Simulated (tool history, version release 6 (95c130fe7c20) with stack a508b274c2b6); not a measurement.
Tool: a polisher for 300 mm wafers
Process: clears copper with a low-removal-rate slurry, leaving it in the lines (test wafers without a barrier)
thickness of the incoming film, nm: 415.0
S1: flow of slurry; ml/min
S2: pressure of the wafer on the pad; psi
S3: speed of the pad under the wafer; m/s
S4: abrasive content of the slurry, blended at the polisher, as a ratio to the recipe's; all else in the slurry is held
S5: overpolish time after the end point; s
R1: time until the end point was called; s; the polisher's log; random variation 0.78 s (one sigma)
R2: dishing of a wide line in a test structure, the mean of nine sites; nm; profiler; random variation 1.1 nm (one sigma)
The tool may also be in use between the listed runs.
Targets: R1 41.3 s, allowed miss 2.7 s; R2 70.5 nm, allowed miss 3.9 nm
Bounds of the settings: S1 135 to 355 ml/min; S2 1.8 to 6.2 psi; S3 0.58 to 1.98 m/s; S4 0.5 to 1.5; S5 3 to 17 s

run,hour,S1,S2,S3,S4,S5,R1,R2
1,0,225,4,1.28,1,9,69.898,36.305
2,8,225,3.5,1.28,1,9,83.825,32.576
3,14.2,280,3.5,1.28,1,9,79.534,33.229
4,15.5,280,3.8,1.3,1,9,72.746,37.627
5,17.3,280,2.9,1.3,1,9,96.643,28.115
6,20.3,280,3.3,1.3,1,9,84.96,32.71
7,27.7,280,3.6,1.3,1,9,78.372,34.183
8,36.7,280,3.9,1.3,1,9,73.744,37.206

Which of these 5 next moves meets every target?
A,45.7,320,3.1,1.3,0.95,7,?,?
B,45.7,235,6.1,1.98,1.35,9,?,?
C,45.7,290,2.6,0.74,1.1,8,?,?
D,45.7,355,5.2,1.68,0.85,16,?,?
E,45.7,300,5.6,1.66,1.05,11,?,?

move,R1,R2
A,88.962,24.798
B,32.485,72.75
C,148.82,17.433
D,45.479,84.294
E,41.621,69.78
A: further off than the last run
B: takes the result that was furthest off past its target
C: further off than the last run
D: nearer than the last run, and not there yet
E: meets every target
Move E is the one to make.

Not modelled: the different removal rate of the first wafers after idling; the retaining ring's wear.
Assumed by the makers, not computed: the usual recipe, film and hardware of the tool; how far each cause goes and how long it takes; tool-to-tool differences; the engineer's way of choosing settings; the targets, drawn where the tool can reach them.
